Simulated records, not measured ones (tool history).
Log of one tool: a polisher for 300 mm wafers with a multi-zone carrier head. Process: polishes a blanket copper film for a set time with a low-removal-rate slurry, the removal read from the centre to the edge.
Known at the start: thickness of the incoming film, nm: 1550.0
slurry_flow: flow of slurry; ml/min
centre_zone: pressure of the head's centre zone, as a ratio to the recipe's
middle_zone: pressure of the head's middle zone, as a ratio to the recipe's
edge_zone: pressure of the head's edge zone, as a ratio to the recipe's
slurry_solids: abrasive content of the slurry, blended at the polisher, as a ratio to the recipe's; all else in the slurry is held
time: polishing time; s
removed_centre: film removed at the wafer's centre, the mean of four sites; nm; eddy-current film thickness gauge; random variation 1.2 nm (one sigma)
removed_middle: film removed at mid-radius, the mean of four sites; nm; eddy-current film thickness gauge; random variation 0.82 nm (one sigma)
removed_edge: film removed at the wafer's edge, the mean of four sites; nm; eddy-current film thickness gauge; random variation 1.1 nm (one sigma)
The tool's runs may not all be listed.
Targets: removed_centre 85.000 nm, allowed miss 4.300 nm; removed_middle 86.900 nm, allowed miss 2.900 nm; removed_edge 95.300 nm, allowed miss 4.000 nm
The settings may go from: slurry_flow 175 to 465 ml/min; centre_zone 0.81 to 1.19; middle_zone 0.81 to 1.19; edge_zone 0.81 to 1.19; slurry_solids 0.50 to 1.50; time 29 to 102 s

{"run": 1, "day": 0.0, "slurry_flow": 295, "centre_zone": 1.0, "middle_zone": 1.0, "edge_zone": 1.0, "slurry_solids": 1.0, "time": 65, "removed_centre": 173.92, "removed_middle": 174.89, "removed_edge": 170.57}
{"run": 2, "day": 0.079, "slurry_flow": 290, "centre_zone": 0.98, "middle_zone": 0.98, "edge_zone": 0.99, "slurry_solids": 0.9, "time": 61, "removed_centre": 157.8, "removed_middle": 157.17, "removed_edge": 157.45}
{"run": 3, "day": 0.208, "slurry_flow": 290, "centre_zone": 0.98, "middle_zone": 0.98, "edge_zone": 0.99, "slurry_solids": 1.05, "time": 61, "removed_centre": 162.18, "removed_middle": 158.73, "removed_edge": 161.89}
{"run": 4, "day": 0.558, "slurry_flow": 285, "centre_zone": 0.96, "middle_zone": 0.97, "edge_zone": 0.98, "slurry_solids": 0.95, "time": 57, "removed_centre": 144.83, "removed_middle": 145.61, "removed_edge": 147.25}
{"run": 5, "day": 0.675, "slurry_flow": 285, "centre_zone": 0.88, "middle_zone": 0.97, "edge_zone": 0.98, "slurry_solids": 0.95, "time": 57, "removed_centre": 129.61, "removed_middle": 144.91, "removed_edge": 145.74}
{"run": 6, "day": 1.008, "slurry_flow": 280, "centre_zone": 0.87, "middle_zone": 0.95, "edge_zone": 0.97, "slurry_solids": 0.9, "time": 54, "removed_centre": 123.35, "removed_middle": 137.67, "removed_edge": 136.95}
{"run": 7, "day": 1.104, "slurry_flow": 275, "centre_zone": 0.87, "middle_zone": 0.93, "edge_zone": 0.98, "slurry_solids": 0.85, "time": 51, "removed_centre": 116.62, "removed_middle": 123.6, "removed_edge": 126.99}
{"run": 8, "day": 1.379, "slurry_flow": 270, "centre_zone": 0.86, "middle_zone": 0.92, "edge_zone": 0.99, "slurry_solids": 0.8, "time": 49, "removed_centre": 107.13, "removed_middle": 116.8, "removed_edge": 124.84}
{"run": 9, "day": 1.433, "slurry_flow": 270, "centre_zone": 0.86, "middle_zone": 0.91, "edge_zone": 0.98, "slurry_solids": 0.75, "time": 48, "removed_centre": 106.31, "removed_middle": 110.89, "removed_edge": 119.44}
{"run": 10, "day": 1.588, "slurry_flow": 265, "centre_zone": 0.85, "middle_zone": 0.9, "edge_zone": 0.97, "slurry_solids": 0.7, "time": 47, "removed_centre": 98.832, "removed_middle": 105.9, "removed_edge": 112.58}
{"run": 11, "day": 1.75, "slurry_flow": 260, "centre_zone": 0.85, "middle_zone": 0.89, "edge_zone": 0.96, "slurry_solids": 0.65, "time": 47, "removed_centre": 100.56, "removed_middle": 104.45, "removed_edge": 112.17}
{"run": 12, "day": 1.896, "slurry_flow": 260, "centre_zone": 0.84, "middle_zone": 0.88, "edge_zone": 0.95, "slurry_solids": 0.65, "time": 46, "removed_centre": 96.667, "removed_middle": 101.67, "removed_edge": 111.1}
{"run": 13, "day": 2.267, "slurry_flow": 260, "centre_zone": 0.84, "middle_zone": 0.88, "edge_zone": 0.94, "slurry_solids": 0.65, "time": 45, "removed_centre": 93.583, "removed_middle": 98.807, "removed_edge": 107.01}
{"run": 14, "day": 2.379, "slurry_flow": 260, "centre_zone": 0.84, "middle_zone": 0.87, "edge_zone": 0.92, "slurry_solids": 0.65, "time": 45, "removed_centre": 93.528, "removed_middle": 98.212, "removed_edge": 107.25}
{"run": 15, "day": 2.475, "slurry_flow": 260, "centre_zone": 0.84, "middle_zone": 0.87, "edge_zone": 0.91, "slurry_solids": 0.65, "time": 45, "removed_centre": 94.549, "removed_middle": 100.67, "removed_edge": 104.44}
{"run": 16, "day": 2.696, "slurry_flow": 260, "centre_zone": 0.84, "middle_zone": 0.86, "edge_zone": 0.91, "slurry_solids": 0.65, "time": 45, "removed_centre": 94.625, "removed_middle": 97.846, "removed_edge": 106.21}
{"run": 17, "day": 2.95, "slurry_flow": 260, "centre_zone": 0.84, "middle_zone": 0.85, "edge_zone": 0.9, "slurry_solids": 0.65, "time": 45, "removed_centre": 92.822, "removed_middle": 96.244, "removed_edge": 106.86}
{"run": 18, "day": 3.304, "slurry_flow": 260, "centre_zone": 0.84, "middle_zone": 0.85, "edge_zone": 0.9, "slurry_solids": 0.65, "time": 45, "removed_centre": 92.32, "removed_middle": 96.251, "removed_edge": 103.31}
{"run": 19, "day": 3.512, "slurry_flow": 260, "centre_zone": 0.84, "middle_zone": 0.84, "edge_zone": 0.89, "slurry_solids": 0.65, "time": 45, "removed_centre": 94.545, "removed_middle": 95.594, "removed_edge": 105.88}
{"run": 20, "day": 3.85, "slurry_flow": 260, "centre_zone": 0.84, "middle_zone": 0.84, "edge_zone": 0.88, "slurry_solids": 0.65, "time": 45, "removed_centre": 94.824, "removed_middle": 96.163, "removed_edge": 104.15}

5 next moves are on the table. One of them brings every result within its allowed miss. Which?
{"run": "A", "day": 4.188, "slurry_flow": 285, "centre_zone": 1.01, "middle_zone": 0.92, "edge_zone": 0.83, "slurry_solids": 0.5, "time": 44, "removed_centre": "?", "removed_middle": "?", "removed_edge": "?"}
{"run": "B", "day": 4.188, "slurry_flow": 270, "centre_zone": 1.02, "middle_zone": 0.82, "edge_zone": 0.81, "slurry_solids": 0.55, "time": 39, "removed_centre": "?", "removed_middle": "?", "removed_edge": "?"}
{"run": "C", "day": 4.188, "slurry_flow": 205, "centre_zone": 0.85, "middle_zone": 0.85, "edge_zone": 0.9, "slurry_solids": 0.8, "time": 40, "removed_centre": "?", "removed_middle": "?", "removed_edge": "?"}
{"run": "D", "day": 4.188, "slurry_flow": 300, "centre_zone": 0.85, "middle_zone": 0.84, "edge_zone": 0.84, "slurry_solids": 0.75, "time": 36, "removed_centre": "?", "removed_middle": "?", "removed_edge": "?"}
{"run": "E", "day": 4.188, "slurry_flow": 190, "centre_zone": 1.08, "middle_zone": 0.82, "edge_zone": 0.9, "slurry_solids": 0.55, "time": 45, "removed_centre": "?", "removed_middle": "?", "removed_edge": "?"}

move=A removed_centre=107.090 removed_middle=98.673 removed_edge=96.534
move=B removed_centre=96.304 removed_middle=80.015 removed_edge=85.396
move=C removed_centre=83.145 removed_middle=85.912 removed_edge=94.067
move=D removed_centre=78.145 removed_middle=79.541 removed_edge=84.252
move=E removed_centre=111.530 removed_middle=87.938 removed_edge=99.634
A: further off than the last run
B: takes the result that was furthest off past its target
C: meets every target
D: takes the result that was furthest off past its target
E: brings the result that was furthest off to its target, and leaves another outside
Move C is the one to make.
